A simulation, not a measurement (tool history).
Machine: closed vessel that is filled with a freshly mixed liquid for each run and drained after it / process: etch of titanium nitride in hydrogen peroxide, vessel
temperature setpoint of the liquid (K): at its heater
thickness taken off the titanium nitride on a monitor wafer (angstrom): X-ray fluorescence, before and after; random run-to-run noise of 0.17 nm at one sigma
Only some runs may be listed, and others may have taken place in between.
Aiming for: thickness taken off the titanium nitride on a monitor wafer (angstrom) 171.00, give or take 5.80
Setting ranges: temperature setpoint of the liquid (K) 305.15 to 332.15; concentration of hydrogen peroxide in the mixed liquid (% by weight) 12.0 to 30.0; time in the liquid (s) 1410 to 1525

| run | hour | temperature setpoint of the liquid (K) | concentration of hydrogen peroxide in the mixed liquid (% by weight) | time in the liquid (s) | thickness taken off the titanium nitride on a monitor wafer (angstrom) |
|---|---|---|---|---|---|
| 1 | 0.0 | 316.15 | 21.5 | 1410 | 205.74 |
| 2 | 5.5 | 316.15 | 24.5 | 1410 | 211.50 |
| 3 | 11.8 | 310.65 | 24.5 | 1410 | 138.87 |
| 4 | 18.6 | 311.15 | 24.5 | 1410 | 144.72 |
| 5 | 25.1 | 311.15 | 22.5 | 1410 | 141.96 |
| 6 | 34.4 | 305.15 | 22.5 | 1410 | 86.01 |
| 7 | 36.0 | 307.15 | 22.5 | 1410 | 102.31 |
| 8 | 42.4 | 308.65 | 22.5 | 1410 | 115.89 |
| 9 | 49.1 | 309.65 | 22.5 | 1410 | 127.34 |
| 10 | 55.1 | 310.65 | 22.5 | 1410 | 135.50 |
| 11 | 62.7 | 311.15 | 22.5 | 1410 | 139.51 |
| 12 | 68.3 | 314.15 | 22.5 | 1410 | 177.89 |

5 candidate next runs follow, results not yet known. Just one meets every target within its allowed miss. Identify it.
| A | 73.9 | 314.15 | 19.5 | 1410 | ? |
| B | 73.9 | 312.15 | 25.0 | 1410 | ? |
| C | 73.9 | 312.65 | 23.5 | 1410 | ? |
| D | 73.9 | 311.65 | 23.0 | 1525 | ? |
| E | 73.9 | 312.65 | 16.5 | 1525 | ? |

| move | thickness taken off the titanium nitride on a monitor wafer (angstrom) |
|---|---|
| A | 170.91 |
| B | 154.62 |
| C | 158.56 |
| D | 157.98 |
| E | 158.99 |
A: meets every target
B: takes the biggest miss from the last run beyond its target
C: takes the biggest miss from the last run beyond its target
D: takes the biggest miss from the last run beyond its target
E: takes the biggest miss from the last run beyond its target
Correct choice: A, which meets every target

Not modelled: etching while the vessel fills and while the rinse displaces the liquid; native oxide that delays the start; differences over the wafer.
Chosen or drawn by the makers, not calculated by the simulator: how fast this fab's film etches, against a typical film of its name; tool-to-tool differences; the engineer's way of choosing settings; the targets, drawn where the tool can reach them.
